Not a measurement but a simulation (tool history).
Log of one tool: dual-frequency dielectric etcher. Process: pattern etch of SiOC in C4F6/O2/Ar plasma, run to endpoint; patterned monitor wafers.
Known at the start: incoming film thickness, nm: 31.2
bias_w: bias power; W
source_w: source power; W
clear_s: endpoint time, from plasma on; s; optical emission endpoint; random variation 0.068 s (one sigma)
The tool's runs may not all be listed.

run  hour  bias_w  source_w  clear_s
  1   0.0     335       360   12.412
  2   5.7     335       400   11.769
  3  10.1     335       420   11.569
  4  14.7     364       430   11.068
  5  21.1     383       440   10.720
  6  22.9     396       440   10.580
  7  24.1     406       440   10.516
  8  30.1     415       440   10.437

Run 9 comes next. What will it give?
  9  36.3     422       440        ?

{"run 9": {"clear_s": 10.377}}
